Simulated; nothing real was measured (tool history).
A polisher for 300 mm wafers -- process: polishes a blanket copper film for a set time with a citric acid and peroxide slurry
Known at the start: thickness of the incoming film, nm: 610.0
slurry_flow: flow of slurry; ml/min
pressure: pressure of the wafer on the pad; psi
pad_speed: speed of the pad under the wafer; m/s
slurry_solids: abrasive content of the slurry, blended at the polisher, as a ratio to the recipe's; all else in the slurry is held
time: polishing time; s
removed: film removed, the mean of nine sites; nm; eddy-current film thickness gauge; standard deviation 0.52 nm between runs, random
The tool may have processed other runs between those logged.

| run | day | slurry_flow | pressure | pad_speed | slurry_solids | time | removed |
|---|---|---|---|---|---|---|---|
| 1 | 0 | 315 | 3.4 | 0.92 | 1 | 39 | 103.49 |
| 2 | 0.229 | 315 | 3.4 | 0.92 | 1.2 | 39 | 109.5 |
| 3 | 0.388 | 315 | 3.3 | 0.92 | 1.2 | 39 | 107.79 |
| 4 | 0.575 | 315 | 3.3 | 0.82 | 1.2 | 39 | 96.39 |
| 5 | 0.721 | 315 | 3.3 | 0.82 | 1.35 | 39 | 99.813 |
| 6 | 0.825 | 315 | 3.3 | 0.82 | 1.25 | 39 | 96.509 |

Estimate the outcome of run 7 from the log above:
| 7 | 1.021 | 315 | 3.2 | 0.82 | 1.25 | 39 | ? |

Run 7 came out at removed 95.685 nm.
